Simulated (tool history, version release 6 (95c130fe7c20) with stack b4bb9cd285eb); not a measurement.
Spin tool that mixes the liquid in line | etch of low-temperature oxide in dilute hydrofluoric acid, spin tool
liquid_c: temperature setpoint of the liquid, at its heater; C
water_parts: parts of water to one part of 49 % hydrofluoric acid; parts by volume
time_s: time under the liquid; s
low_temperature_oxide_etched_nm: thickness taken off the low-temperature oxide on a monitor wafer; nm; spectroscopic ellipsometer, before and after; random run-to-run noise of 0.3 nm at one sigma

| run | hour | liquid_c | water_parts | time_s | low_temperature_oxide_etched_nm |
|---|---|---|---|---|---|
| 1 | 0 | 23 | 165 | 55 | 10.435 |
| 2 | 5.9 | 23 | 125 | 55 | 14.315 |
| 3 | 9.7 | 25 | 100 | 55 | 20.253 |
| 4 | 18.3 | 25 | 120 | 55 | 16.332 |
| 5 | 26.5 | 25 | 120 | 60 | 17.569 |
| 6 | 28.6 | 26.5 | 100 | 60 | 23.267 |

Forecast run 7:
| 7 | 29.2 | 30.5 | 70 | 60 | ? |

low_temperature_oxide_etched_nm: 40.131 nm
